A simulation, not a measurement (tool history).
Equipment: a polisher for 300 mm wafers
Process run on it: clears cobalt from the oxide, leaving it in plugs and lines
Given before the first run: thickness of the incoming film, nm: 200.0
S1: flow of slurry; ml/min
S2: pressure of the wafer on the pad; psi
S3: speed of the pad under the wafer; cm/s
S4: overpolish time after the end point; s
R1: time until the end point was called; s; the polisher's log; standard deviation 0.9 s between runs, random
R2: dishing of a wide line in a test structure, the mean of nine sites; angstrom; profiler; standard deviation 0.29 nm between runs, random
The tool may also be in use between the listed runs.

run 1 day=0 | S1=145 S2=1.8 S3=80 S4=8 | R1=62.54 R2=168.76
run 2 day=0.029 | S1=145 S2=1.8 S3=80 S4=9 | R1=63.101 R2=176.92
run 3 day=0.15 | S1=145 S2=1.5 S3=80 S4=9 | R1=75.038 R2=158.45
run 4 day=0.475 | S1=145 S2=1.6 S3=80 S4=9 | R1=69.008 R2=162.27
run 5 day=0.542 | S1=145 S2=1.7 S3=80 S4=9 | R1=64.809 R2=174.73
run 6 day=0.638 | S1=145 S2=1.5 S3=80 S4=9 | R1=74.693 R2=160.69

Forecast run 7:
run 7 day=0.754 | S1=145 S2=1.6 S3=80 S4=9 | R1=? R2=?

Run 7 yielded R1 71.508 s, R2 167.25 angstrom.
